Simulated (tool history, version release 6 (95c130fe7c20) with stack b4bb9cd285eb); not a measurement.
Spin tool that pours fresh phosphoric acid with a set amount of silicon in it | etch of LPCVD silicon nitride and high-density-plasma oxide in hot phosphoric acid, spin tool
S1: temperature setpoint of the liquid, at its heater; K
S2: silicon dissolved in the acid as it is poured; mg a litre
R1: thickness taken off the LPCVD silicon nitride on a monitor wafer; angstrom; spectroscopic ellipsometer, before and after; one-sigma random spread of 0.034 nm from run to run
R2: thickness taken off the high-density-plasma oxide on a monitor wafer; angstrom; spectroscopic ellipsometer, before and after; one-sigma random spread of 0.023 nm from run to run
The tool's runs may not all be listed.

{"run": 1, "hour": 0.0, "S1": 433.15, "S2": 22, "time under the liquid (s)": 180, "R1": 154.59, "R2": 8.4199}
{"run": 2, "hour": 2.9, "S1": 432.65, "S2": 20, "time under the liquid (s)": 155, "R1": 130.31, "R2": 6.9407}
{"run": 3, "hour": 7.6, "S1": 432.65, "S2": 26, "time under the liquid (s)": 155, "R1": 129.58, "R2": 5.4659}
{"run": 4, "hour": 11.1, "S1": 432.65, "S2": 36, "time under the liquid (s)": 155, "R1": 131.61, "R2": 3.6377}
{"run": 5, "hour": 12.6, "S1": 432.65, "S2": 36, "time under the liquid (s)": 195, "R1": 164.08, "R2": 4.6229}
{"run": 6, "hour": 14.1, "S1": 433.65, "S2": 36, "time under the liquid (s)": 195, "R1": 169.27, "R2": 4.7626}
{"run": 7, "hour": 21.0, "S1": 433.15, "S2": 32, "time under the liquid (s)": 170, "R1": 145.05, "R2": 5.1845}
{"run": 8, "hour": 21.5, "S1": 432.65, "S2": 28.5, "time under the liquid (s)": 150, "R1": 126.26, "R2": 5.0035}
{"run": 9, "hour": 25.8, "S1": 432.15, "S2": 26, "time under the liquid (s)": 135, "R1": 112.39, "R2": 5.15}
{"run": 10, "hour": 31.5, "S1": 431.65, "S2": 24.5, "time under the liquid (s)": 125, "R1": 100.9, "R2": 4.64}
{"run": 11, "hour": 40.5, "S1": 431.15, "S2": 22.5, "time under the liquid (s)": 115, "R1": 93.358, "R2": 3.9845}
{"run": 12, "hour": 44.2, "S1": 431.15, "S2": 19.5, "time under the liquid (s)": 105, "R1": 84.298, "R2": 3.9933}
{"run": 13, "hour": 52.3, "S1": 431.15, "S2": 17, "time under the liquid (s)": 100, "R1": 80.628, "R2": 4.4337}
{"run": 14, "hour": 54.6, "S1": 431.15, "S2": 17, "time under the liquid (s)": 100, "R1": 80.544, "R2": 4.1579}
{"run": 15, "hour": 56.2, "S1": 431.15, "S2": 15, "time under the liquid (s)": 100, "R1": 79.944, "R2": 4.5246}
{"run": 16, "hour": 57.8, "S1": 431.15, "S2": 13.5, "time under the liquid (s)": 100, "R1": 80.704, "R2": 4.7595}
{"run": 17, "hour": 65.0, "S1": 431.15, "S2": 12, "time under the liquid (s)": 100, "R1": 80.703, "R2": 4.6495}
{"run": 18, "hour": 71.3, "S1": 431.15, "S2": 10, "time under the liquid (s)": 100, "R1": 80.387, "R2": 5.1886}

Expected results for the next run?
{"run": 19, "hour": 73.3, "S1": 431.15, "S2": 10, "time under the liquid (s)": 100, "R1": "?", "R2": "?"}

{"run 19": {"R1": 80.6, "R2": 4.6468}}
